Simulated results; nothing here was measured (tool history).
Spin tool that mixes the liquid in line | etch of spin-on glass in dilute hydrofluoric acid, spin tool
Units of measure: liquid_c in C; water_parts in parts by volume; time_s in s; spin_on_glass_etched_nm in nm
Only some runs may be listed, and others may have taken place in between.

run 1 day=0.000 | liquid_c=24.0 water_parts=80 time_s=45 | spin_on_glass_etched_nm=31.161
run 2 day=0.292 | liquid_c=25.0 water_parts=80 time_s=45 | spin_on_glass_etched_nm=32.673
run 3 day=0.421 | liquid_c=23.0 water_parts=80 time_s=45 | spin_on_glass_etched_nm=29.941
run 4 day=0.733 | liquid_c=24.0 water_parts=80 time_s=45 | spin_on_glass_etched_nm=30.982
run 5 day=1.096 | liquid_c=25.0 water_parts=80 time_s=45 | spin_on_glass_etched_nm=32.474
run 6 day=1.279 | liquid_c=25.0 water_parts=110 time_s=45 | spin_on_glass_etched_nm=22.802
run 7 day=1.388 | liquid_c=26.0 water_parts=105 time_s=45 | spin_on_glass_etched_nm=24.865
run 8 day=1.658 | liquid_c=26.5 water_parts=100 time_s=45 | spin_on_glass_etched_nm=26.776
run 9 day=1.712 | liquid_c=30.5 water_parts=70 time_s=45 | spin_on_glass_etched_nm=46.372

Run 10 has not been measured yet. What should we expect?
run 10 day=2.075 | liquid_c=32.0 water_parts=60 time_s=45 | spin_on_glass_etched_nm=?

{"run 10": {"spin_on_glass_etched_nm": 58.449}}

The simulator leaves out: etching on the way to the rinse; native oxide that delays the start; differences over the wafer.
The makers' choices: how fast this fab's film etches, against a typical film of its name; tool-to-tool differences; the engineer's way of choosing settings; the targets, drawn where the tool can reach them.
